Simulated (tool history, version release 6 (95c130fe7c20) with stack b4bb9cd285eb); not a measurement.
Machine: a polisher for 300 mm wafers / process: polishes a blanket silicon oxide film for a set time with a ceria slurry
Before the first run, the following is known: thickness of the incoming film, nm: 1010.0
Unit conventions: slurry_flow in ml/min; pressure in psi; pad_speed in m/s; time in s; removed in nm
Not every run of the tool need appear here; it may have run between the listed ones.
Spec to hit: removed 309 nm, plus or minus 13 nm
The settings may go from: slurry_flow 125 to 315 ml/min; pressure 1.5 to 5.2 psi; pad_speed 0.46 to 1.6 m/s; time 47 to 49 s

run	hour	slurry_flow	pressure	pad_speed	time	removed
1	0	205	3.3	1.02	47	179.91
2	4.2	205	3.8	1.02	47	201.64
3	7.2	205	4.2	1.04	47	228.68
4	12.9	205	4.2	1.04	47	227.82
# hour 14.9: worn pad replaced by a new one
5	14.9	225	4.2	1.04	47	252.67
6	21.2	240	4.2	1.04	47	253.67
7	30	260	4.3	1.04	47	263.77
8	34.2	270	4.4	1.04	47	276.98
9	39.6	280	4.5	1.04	47	283.59
10	47.4	285	4.6	1.04	47	290.58

Exercise: of the 5 proposed moves below, exactly one satisfies all targets within the stated allowed misses. Which move is it?
A	55.2	235	4.5	1.26	49	?
B	55.2	315	5.2	0.94	49	?
C	55.2	315	5.1	1.14	48	?
D	55.2	305	4.6	1.22	49	?
E	55.2	290	4.9	1.16	49	?

move	removed
A	336.71
B	321.34
C	353.5
D	344.02
E	349.76
A: moves the result that the last run missed by most past its target, out the other side
B: every result lands within tolerance
C: moves the result that the last run missed by most past its target, out the other side
D: moves the result that the last run missed by most past its target, out the other side
E: moves the result that the last run missed by most past its target, out the other side
B is the move that brings every result within its allowed miss.

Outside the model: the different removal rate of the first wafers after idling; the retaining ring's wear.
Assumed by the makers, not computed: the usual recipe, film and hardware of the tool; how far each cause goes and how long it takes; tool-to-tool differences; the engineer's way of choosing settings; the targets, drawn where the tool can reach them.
